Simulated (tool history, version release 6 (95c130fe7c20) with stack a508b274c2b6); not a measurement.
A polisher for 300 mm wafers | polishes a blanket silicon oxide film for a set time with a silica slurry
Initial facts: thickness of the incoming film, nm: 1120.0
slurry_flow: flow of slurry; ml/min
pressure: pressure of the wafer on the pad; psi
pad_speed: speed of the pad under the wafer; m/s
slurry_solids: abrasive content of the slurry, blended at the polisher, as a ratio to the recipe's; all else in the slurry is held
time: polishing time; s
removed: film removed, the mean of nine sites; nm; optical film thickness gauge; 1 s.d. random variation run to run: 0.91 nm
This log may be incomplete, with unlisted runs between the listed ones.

Run 1, hour 0: slurry_flow 280 ml/min, pressure 4.2 psi, pad_speed 1.28 m/s, slurry_solids 1, time 40 s. Result: removed 167.5 nm.
Run 2, hour 3.8: slurry_flow 280 ml/min, pressure 3.6 psi, pad_speed 1.14 m/s, slurry_solids 1, time 40 s. Result: removed 131.42 nm.
Run 3, hour 4.7: slurry_flow 250 ml/min, pressure 3.6 psi, pad_speed 1.14 m/s, slurry_solids 1, time 40 s. Result: removed 130.89 nm.
Run 4, hour 9.5: slurry_flow 250 ml/min, pressure 3.1 psi, pad_speed 1.04 m/s, slurry_solids 1, time 40 s. Result: removed 104.12 nm.
Run 5, hour 17.5: slurry_flow 250 ml/min, pressure 2.8 psi, pad_speed 1 m/s, slurry_solids 1, time 40 s. Result: removed 94.273 nm.
Run 6, hour 19.3: slurry_flow 250 ml/min, pressure 2.5 psi, pad_speed 0.98 m/s, slurry_solids 1, time 40 s. Result: removed 83.493 nm.

For run 7, what comes out?
Run 7, hour 26.1: slurry_flow 250 ml/min, pressure 2.3 psi, pad_speed 0.98 m/s, slurry_solids 1, time 40 s. Result: removed ?.

Run 7 measured removed 76.007 nm.
